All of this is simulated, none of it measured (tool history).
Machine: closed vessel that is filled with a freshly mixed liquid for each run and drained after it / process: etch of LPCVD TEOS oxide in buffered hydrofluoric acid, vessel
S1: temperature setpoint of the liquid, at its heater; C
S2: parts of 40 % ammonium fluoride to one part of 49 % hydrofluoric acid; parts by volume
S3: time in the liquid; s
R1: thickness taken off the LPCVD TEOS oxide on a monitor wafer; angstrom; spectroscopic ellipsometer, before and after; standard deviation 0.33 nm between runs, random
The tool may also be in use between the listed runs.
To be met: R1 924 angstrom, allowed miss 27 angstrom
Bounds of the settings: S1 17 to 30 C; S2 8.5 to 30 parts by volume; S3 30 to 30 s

run	hour	S1	S2	S3	R1
1	0	22	23	30	597.21
2	5.9	22	17	30	786.08
3	14.8	22	20	30	675.59
4	22.3	22	16.5	30	812.09
5	31.1	22	11	30	1201.3
# hour 33.9: hydrofluoric acid flow meter replaced
6	33.9	22	11	30	1117.7
7	43.1	21	11	30	1067.6
8	44	20.5	11	30	1039.5
9	52.9	20	11	30	1002.3

Exercise: of the 4 proposed moves below, exactly one satisfies all targets within the stated allowed misses. Which move is it?
A	61.8	21	11.5	30	?
B	61.8	20.5	10	30	?
C	61.8	19	10.5	30	?
D	61.8	22.5	14	30	?

move	R1
A	1019
B	1135.7
C	995.62
D	913.28
A: moves away from the targets compared with the last run
B: moves away from the targets compared with the last run
C: nearer the targets than the last run, but a result is still out of spec
D: all results in spec
Go with D: it meets all targets.
